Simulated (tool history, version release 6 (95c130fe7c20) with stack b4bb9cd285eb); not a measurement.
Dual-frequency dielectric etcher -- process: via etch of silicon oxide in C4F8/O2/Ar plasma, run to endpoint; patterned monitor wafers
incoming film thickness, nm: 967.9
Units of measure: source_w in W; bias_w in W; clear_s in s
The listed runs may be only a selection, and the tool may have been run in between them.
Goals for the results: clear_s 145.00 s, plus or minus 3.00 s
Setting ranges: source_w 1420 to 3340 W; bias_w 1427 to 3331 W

run  hour  source_w  bias_w  clear_s
  1   0.0      2380    2379   162.71
  2   5.4      2380    2185   167.87
  3   6.8      2380    2008   173.00
  4   7.4      2470    2033   169.16
  5  13.2      2830    2033   157.43
  6  22.0      2830    2344   149.85
  7  24.9      2850    2347   148.54
  8  25.5      2860    2349   149.29
  9  28.8      2870    2351   148.81
 10  37.6      2880    2353   147.89
 11  45.1      2890    2355   147.98

Which single option among these 4 for the next run brings every result within its allowed miss of target? Just one does.
  A  52.6      2980    2144        ?
  B  52.6      3100    2241        ?
  C  52.6      2820    2309        ?
  D  52.6      2540    2428        ?

move  clear_s
   A   150.59
   B   145.39
   C   150.84
   D   156.29
A: lands further from the targets than the last run did
B: each result inside its tolerance
C: lands further from the targets than the last run did
D: lands further from the targets than the last run did
Answer: B

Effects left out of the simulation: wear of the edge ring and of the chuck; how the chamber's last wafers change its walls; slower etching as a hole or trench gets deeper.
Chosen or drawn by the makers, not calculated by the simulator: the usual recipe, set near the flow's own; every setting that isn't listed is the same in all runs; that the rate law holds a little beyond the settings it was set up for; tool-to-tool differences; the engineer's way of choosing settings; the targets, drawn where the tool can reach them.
